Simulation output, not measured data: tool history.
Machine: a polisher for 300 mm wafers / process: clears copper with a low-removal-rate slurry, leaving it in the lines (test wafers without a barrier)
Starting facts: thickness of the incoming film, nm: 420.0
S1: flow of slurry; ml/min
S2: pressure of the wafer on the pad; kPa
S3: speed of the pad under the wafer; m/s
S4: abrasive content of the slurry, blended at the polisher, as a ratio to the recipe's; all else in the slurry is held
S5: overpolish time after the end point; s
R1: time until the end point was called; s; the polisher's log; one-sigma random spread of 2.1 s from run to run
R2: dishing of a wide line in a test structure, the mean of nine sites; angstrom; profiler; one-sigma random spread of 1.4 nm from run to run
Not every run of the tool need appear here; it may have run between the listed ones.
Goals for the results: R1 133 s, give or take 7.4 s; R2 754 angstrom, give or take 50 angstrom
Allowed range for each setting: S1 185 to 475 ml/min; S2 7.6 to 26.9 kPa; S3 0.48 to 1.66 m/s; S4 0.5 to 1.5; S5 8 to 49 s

Run 1, hour 0: S1 305 ml/min, S2 17.2 kPa, S3 1.06 m/s, S4 1, S5 25 s. Result: R1 175.33 s, R2 442.81 angstrom.
Run 2, hour 6: S1 375 ml/min, S2 17.2 kPa, S3 1.06 m/s, S4 1, S5 25 s. Result: R1 171.73 s, R2 441.57 angstrom.
Run 3, hour 9.7: S1 375 ml/min, S2 17.9 kPa, S3 1.06 m/s, S4 1, S5 26 s. Result: R1 162.79 s, R2 481.5 angstrom.
Run 4, hour 11.6: S1 375 ml/min, S2 17.9 kPa, S3 1.06 m/s, S4 1, S5 27 s. Result: R1 166.61 s, R2 508.41 angstrom.
Run 5, hour 19.6: S1 375 ml/min, S2 18.6 kPa, S3 1.06 m/s, S4 1, S5 27 s. Result: R1 164.47 s, R2 499.08 angstrom.
Run 6, hour 27.1: S1 375 ml/min, S2 18.6 kPa, S3 1.26 m/s, S4 1, S5 27 s. Result: R1 132.4 s, R2 579.41 angstrom.
Run 7, hour 32.3: S1 375 ml/min, S2 18.6 kPa, S3 1.26 m/s, S4 1, S5 28 s. Result: R1 134.14 s, R2 572.73 angstrom.
Run 8, hour 36.6: S1 375 ml/min, S2 18.6 kPa, S3 1.26 m/s, S4 1, S5 29 s. Result: R1 133.86 s, R2 587.27 angstrom.
Run 9, hour 42.4: S1 375 ml/min, S2 18.6 kPa, S3 1.26 m/s, S4 1, S5 30 s. Result: R1 136.69 s, R2 604.61 angstrom.

Consider the 5 candidate settings below. Which is the only one whose results all fall within their allowed miss of target?
Run A, hour 48.2: S1 405 ml/min, S2 21.4 kPa, S3 1.2 m/s, S4 0.8, S5 31 s. Result: R1 ?, R2 ?.
Run B, hour 48.2: S1 390 ml/min, S2 18.6 kPa, S3 1.32 m/s, S4 0.9, S5 30 s. Result: R1 ?, R2 ?.
Run C, hour 48.2: S1 420 ml/min, S2 13.1 kPa, S3 1.66 m/s, S4 1.05, S5 20 s. Result: R1 ?, R2 ?.
Run D, hour 48.2: S1 385 ml/min, S2 18.6 kPa, S3 1.18 m/s, S4 1.05, S5 23 s. Result: R1 ?, R2 ?.
Run E, hour 48.2: S1 355 ml/min, S2 20.7 kPa, S3 1.24 m/s, S4 0.85, S5 37 s. Result: R1 ?, R2 ?.

move      R1      R2
   A  132.67  654.53
   B  133.65  625.82
   C  142.51     421
   D  142.44  486.15
   E  131.36  744.37
A: nearer the targets than the last run, but a result is still out of spec
B: nearer the targets than the last run, but a result is still out of spec
C: the biggest miss grows against the last run
D: the biggest miss grows against the last run
E: each result inside its tolerance
E meets every target.

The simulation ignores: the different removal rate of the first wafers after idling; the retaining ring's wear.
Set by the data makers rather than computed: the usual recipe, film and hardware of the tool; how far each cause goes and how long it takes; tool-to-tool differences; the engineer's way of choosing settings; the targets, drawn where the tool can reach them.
